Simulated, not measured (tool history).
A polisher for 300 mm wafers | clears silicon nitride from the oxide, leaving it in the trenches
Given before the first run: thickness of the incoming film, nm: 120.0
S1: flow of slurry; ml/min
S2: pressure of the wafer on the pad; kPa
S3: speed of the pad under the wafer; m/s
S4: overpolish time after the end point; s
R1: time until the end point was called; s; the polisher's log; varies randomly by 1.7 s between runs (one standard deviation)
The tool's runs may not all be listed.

run	day	S1	S2	S3	S4	R1
1	0	310	21.4	0.92	21	119.22
2	0.1	310	18.6	0.92	21	135.3
3	0.158	310	18.6	0.78	21	156.08
4	0.429	310	15.9	0.78	21	182.71
5	0.7	310	15.9	0.92	21	155.2
6	0.904	355	15.9	0.92	21	156.7

Run 7 comes next. What will it give?
7	1.204	355	11	0.92	21	?

R1: 218.8 s
